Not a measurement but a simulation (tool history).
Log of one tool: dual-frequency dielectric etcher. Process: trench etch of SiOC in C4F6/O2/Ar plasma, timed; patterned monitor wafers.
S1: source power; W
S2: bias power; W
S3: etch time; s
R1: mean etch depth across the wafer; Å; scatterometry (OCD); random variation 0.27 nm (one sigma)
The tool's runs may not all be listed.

Run 1, hour 0: S1 330 W, S2 171 W, S3 18 s. Result: R1 374.2 Å.
Run 2, hour 7.1: S1 340 W, S2 173 W, S3 18 s. Result: R1 383.71 Å.
Run 3, hour 11.4: S1 340 W, S2 159 W, S3 18 s. Result: R1 361.08 Å.
Run 4, hour 17.5: S1 350 W, S2 161 W, S3 18 s. Result: R1 368.15 Å.
Run 5, hour 20.4: S1 360 W, S2 164 W, S3 18 s. Result: R1 375.7 Å.
Run 6, hour 24.8: S1 360 W, S2 164 W, S3 18.5 s. Result: R1 389.22 Å.
Run 7, hour 31: S1 370 W, S2 165 W, S3 18.5 s. Result: R1 386.92 Å.
Run 8, hour 33.4: S1 370 W, S2 169 W, S3 18.5 s. Result: R1 395.56 Å.
Run 9, hour 34.8: S1 370 W, S2 169 W, S3 18.5 s. Result: R1 401.59 Å.
Run 10, hour 38.2: S1 380 W, S2 170 W, S3 18.5 s. Result: R1 399.68 Å.

Run 11 comes next. What will it give?
Run 11, hour 41.3: S1 390 W, S2 172 W, S3 18.5 s. Result: R1 ?.

R1: 409.28 Å
